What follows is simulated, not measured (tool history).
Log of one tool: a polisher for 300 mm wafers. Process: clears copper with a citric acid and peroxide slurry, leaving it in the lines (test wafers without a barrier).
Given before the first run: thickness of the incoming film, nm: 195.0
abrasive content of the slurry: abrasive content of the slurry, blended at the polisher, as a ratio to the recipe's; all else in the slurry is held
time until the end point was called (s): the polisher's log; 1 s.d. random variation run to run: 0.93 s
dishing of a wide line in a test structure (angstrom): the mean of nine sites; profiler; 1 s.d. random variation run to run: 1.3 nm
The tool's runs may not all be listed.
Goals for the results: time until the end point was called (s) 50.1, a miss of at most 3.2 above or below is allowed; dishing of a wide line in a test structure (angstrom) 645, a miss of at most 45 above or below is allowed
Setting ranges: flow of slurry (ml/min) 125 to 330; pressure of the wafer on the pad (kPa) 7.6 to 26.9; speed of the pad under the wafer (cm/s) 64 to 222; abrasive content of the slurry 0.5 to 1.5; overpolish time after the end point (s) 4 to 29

run,hour,flow of slurry (ml/min),pressure of the wafer on the pad (kPa),speed of the pad under the wafer (cm/s),abrasive content of the slurry,overpolish time after the end point (s),time until the end point was called (s),dishing of a wide line in a test structure (angstrom)
1,0,210,17.2,142,1,15,78.704,299.96
2,3.7,245,17.2,142,1,15,78.957,305.71
3,10.7,245,17.2,142,1.2,15,73.777,318.81
4,18.6,270,17.2,142,1.2,15,73.398,317.61
# hour 23.1: worn pad replaced by a new one
5,23.1,270,17.2,142,1.05,15,68.645,343.02
6,31.7,250,17.2,142,1.05,15,70.869,331.76
7,39.6,250,17.2,142,1.05,15,69.274,341.29
8,47.8,255,18.6,142,1.05,16,66.235,392.87

Next run, 5 choices. One meets every target within its allowed miss, the rest don't. Which?
A,56,245,22.1,150,1.2,23,?,?
B,56,200,13.1,150,1.1,10,?,?
C,56,220,19.3,150,1,28,?,?
D,56,275,24.1,158,1.15,20,?,?
E,56,240,26.9,156,0.85,20,?,?

move,time until the end point was called (s),dishing of a wide line in a test structure (angstrom)
A,50.363,640.48
B,86.034,188.14
C,60.963,637.07
D,44.352,637.79
E,44.815,636.74
A: in spec on every target
B: the biggest miss grows against the last run
C: meets the target for the result that was furthest off, but another lies outside its allowed miss
D: meets the target for the result that was furthest off, but another lies outside its allowed miss
E: meets the target for the result that was furthest off, but another lies outside its allowed miss
Correct choice: A, which meets every target
